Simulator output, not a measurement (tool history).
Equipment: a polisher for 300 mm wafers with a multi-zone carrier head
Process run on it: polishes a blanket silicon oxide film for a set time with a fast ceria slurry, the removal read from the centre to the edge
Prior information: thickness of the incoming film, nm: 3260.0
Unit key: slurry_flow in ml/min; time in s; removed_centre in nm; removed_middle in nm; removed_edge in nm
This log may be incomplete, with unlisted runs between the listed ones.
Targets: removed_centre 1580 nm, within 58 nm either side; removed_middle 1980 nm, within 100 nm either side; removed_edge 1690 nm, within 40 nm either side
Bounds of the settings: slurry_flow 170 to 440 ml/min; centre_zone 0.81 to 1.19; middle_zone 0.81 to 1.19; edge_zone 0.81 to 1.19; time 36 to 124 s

run  hour  slurry_flow  centre_zone  middle_zone  edge_zone  time  removed_centre  removed_middle  removed_edge
  1     0          280            1            1          1    79          1318.1          1339.5        1244.4
  2   6.4          280            1            1       0.96    79          1315.1          1348.1        1220.6
  3   7.2          235            1            1       0.96    79          1304.3            1366        1192.5
  4  13.5          235         0.99         1.02       0.98    82          1324.2          1388.7        1237.2
  5  19.8          245         0.97         1.04       0.98    85          1333.3          1489.5        1313.3
  6  28.1          250         0.97         1.06       0.99    87          1415.5          1581.4        1334.3
  7  32.5          260         0.96         1.07       1.01    88          1376.7          1557.6          1387
  8  33.4          265         0.96         1.08       1.01    90          1430.2          1645.5        1420.7
  9    38          315         0.95         1.16       1.11    98          1595.6            1917        1626.7

Which single option among these 5 for the next run brings every result within its allowed miss of target? Just one does.
  A  42.6          240         0.93         1.19       0.92   104               ?               ?             ?
  B  42.6          225         0.92         1.19       1.01   104               ?               ?             ?
  C  42.6          355         0.92         1.16       1.13   100               ?               ?             ?
  D  42.6          310         1.01         1.17       1.06    98               ?               ?             ?
  E  42.6          270         1.04         1.13       1.18   100               ?               ?             ?

move  removed_centre  removed_middle  removed_edge
   A            1599          2040.6          1533
   B          1565.5          2021.8          1587
   C          1594.8          2003.1        1674.1
   D          1693.2          1951.9        1575.9
   E          1749.2          1903.2        1674.3
A: lands further from the targets than the last run did
B: lands further from the targets than the last run did
C: meets every target
D: lands further from the targets than the last run did
E: corrects the largest miss of the last run, while another result sits out of spec
Answer: C
